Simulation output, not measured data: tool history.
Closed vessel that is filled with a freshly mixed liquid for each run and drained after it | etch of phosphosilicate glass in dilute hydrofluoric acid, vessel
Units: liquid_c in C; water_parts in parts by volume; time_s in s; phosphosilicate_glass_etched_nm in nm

| run | day | liquid_c | water_parts | time_s | phosphosilicate_glass_etched_nm |
|---|---|---|---|---|---|
| 1 | 0.000 | 26.0 | 210 | 85 | 43.704 |
| 2 | 0.317 | 26.0 | 210 | 85 | 43.744 |
| 3 | 0.362 | 28.5 | 180 | 85 | 58.060 |
| 4 | 0.683 | 30.0 | 160 | 85 | 70.019 |
| 5 | 0.938 | 31.5 | 150 | 85 | 80.096 |
| 6 | 1.175 | 31.5 | 150 | 85 | 79.227 |

The next listed run, before its measurement:
| 7 | 1.442 | 34.0 | 125 | 85 | ? |

phosphosilicate_glass_etched_nm: 108.740 nm
